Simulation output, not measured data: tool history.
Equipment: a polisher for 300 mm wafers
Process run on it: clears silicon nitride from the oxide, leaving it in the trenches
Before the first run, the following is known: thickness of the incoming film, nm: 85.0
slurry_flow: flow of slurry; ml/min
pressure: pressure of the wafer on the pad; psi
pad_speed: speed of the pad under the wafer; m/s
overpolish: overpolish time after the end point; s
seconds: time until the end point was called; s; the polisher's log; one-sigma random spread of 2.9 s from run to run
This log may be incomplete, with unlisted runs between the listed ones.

Run 1, day 0: slurry_flow 160 ml/min, pressure 1.7 psi, pad_speed 0.94 m/s, overpolish 5 s. Result: seconds 149.55 s.
Run 2, day 0.033: slurry_flow 160 ml/min, pressure 1.7 psi, pad_speed 0.94 m/s, overpolish 4 s. Result: seconds 147.38 s.
Run 3, day 0.188: slurry_flow 155 ml/min, pressure 1.4 psi, pad_speed 0.92 m/s, overpolish 4 s. Result: seconds 188.55 s.
Run 4, day 0.35: slurry_flow 150 ml/min, pressure 1.2 psi, pad_speed 0.92 m/s, overpolish 4 s. Result: seconds 220.41 s.
Run 5, day 0.675: slurry_flow 150 ml/min, pressure 1.2 psi, pad_speed 1.02 m/s, overpolish 4 s. Result: seconds 199.09 s.
Run 6, day 0.767: slurry_flow 145 ml/min, pressure 1.1 psi, pad_speed 1.02 m/s, overpolish 4 s. Result: seconds 217.66 s.
Run 7, day 1.096: slurry_flow 135 ml/min, pressure 1 psi, pad_speed 1.02 m/s, overpolish 4 s. Result: seconds 240.82 s.
Run 8, day 1.4: slurry_flow 125 ml/min, pressure 1 psi, pad_speed 1.02 m/s, overpolish 4 s. Result: seconds 240.56 s.
Run 9, day 1.529: slurry_flow 120 ml/min, pressure 1 psi, pad_speed 1.02 m/s, overpolish 4 s. Result: seconds 247.29 s.
Run 10, day 1.6: slurry_flow 105 ml/min, pressure 0.8 psi, pad_speed 1.02 m/s, overpolish 4 s. Result: seconds 313.48 s.
Run 11, day 1.796: slurry_flow 115 ml/min, pressure 0.8 psi, pad_speed 1.02 m/s, overpolish 4 s. Result: seconds 312.31 s.
Run 12, day 2.046: slurry_flow 120 ml/min, pressure 1.1 psi, pad_speed 1.02 m/s, overpolish 4 s. Result: seconds 223.57 s.
Run 13, day 2.112: slurry_flow 120 ml/min, pressure 1 psi, pad_speed 1.02 m/s, overpolish 4 s. Result: seconds 243.65 s.
Run 14, day 2.288: slurry_flow 115 ml/min, pressure 0.8 psi, pad_speed 1.02 m/s, overpolish 4 s. Result: seconds 302.73 s.
Run 15, day 2.575: slurry_flow 125 ml/min, pressure 0.8 psi, pad_speed 1.02 m/s, overpolish 4 s. Result: seconds 302.78 s.
Run 16, day 2.917: slurry_flow 130 ml/min, pressure 0.8 psi, pad_speed 1.02 m/s, overpolish 4 s. Result: seconds 298.56 s.
Run 17, day 3.133: slurry_flow 135 ml/min, pressure 0.8 psi, pad_speed 1.02 m/s, overpolish 4 s. Result: seconds 297.2 s.
Run 18, day 3.25: slurry_flow 140 ml/min, pressure 0.8 psi, pad_speed 1.02 m/s, overpolish 4 s. Result: seconds 295.03 s.
Run 19, day 3.446: slurry_flow 145 ml/min, pressure 0.8 psi, pad_speed 1.02 m/s, overpolish 4 s. Result: seconds 289.13 s.
Run 20, day 3.792: slurry_flow 150 ml/min, pressure 0.8 psi, pad_speed 1.02 m/s, overpolish 4 s. Result: seconds 293.29 s.
Run 21, day 4.112: slurry_flow 155 ml/min, pressure 0.9 psi, pad_speed 1.02 m/s, overpolish 4 s. Result: seconds 258.21 s.

For run 22, what comes out?
Run 22, day 4.296: slurry_flow 150 ml/min, pressure 0.9 psi, pad_speed 1.02 m/s, overpolish 4 s. Result: seconds ?.

{"run 22": {"seconds": 259}}

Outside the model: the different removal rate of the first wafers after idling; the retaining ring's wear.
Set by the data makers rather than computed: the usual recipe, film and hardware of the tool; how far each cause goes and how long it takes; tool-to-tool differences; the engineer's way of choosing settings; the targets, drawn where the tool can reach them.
